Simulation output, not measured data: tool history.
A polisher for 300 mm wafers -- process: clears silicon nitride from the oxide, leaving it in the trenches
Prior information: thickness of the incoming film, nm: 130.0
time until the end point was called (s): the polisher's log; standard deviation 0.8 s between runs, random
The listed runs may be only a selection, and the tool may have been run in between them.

run  hour  flow of slurry (ml/min)  pressure of the wafer on the pad (kPa)  speed of the pad under the wafer (m/s)  overpolish time after the end point (s)  time until the end point was called (s)
  1     0                      180                                      20                                    1.16                                       36                                   98.949
  2   8.1                      185                                    21.4                                    1.16                                       36                                   93.007
  3  12.5                      205                                    21.4                                    1.16                                       36                                   91.989
  4  18.4                      180                                    21.4                                    1.16                                       36                                   92.198
  5  21.8                      180                                    22.8                                    1.16                                       36                                   89.173
  6  27.4                      160                                    22.8                                    1.16                                       36                                   92.324

For run 7, what comes out?
  7  31.9                      180                                    23.4                                    1.16                                       36                                        ?

{"run 7": {"time until the end point was called (s)": 88.244}}

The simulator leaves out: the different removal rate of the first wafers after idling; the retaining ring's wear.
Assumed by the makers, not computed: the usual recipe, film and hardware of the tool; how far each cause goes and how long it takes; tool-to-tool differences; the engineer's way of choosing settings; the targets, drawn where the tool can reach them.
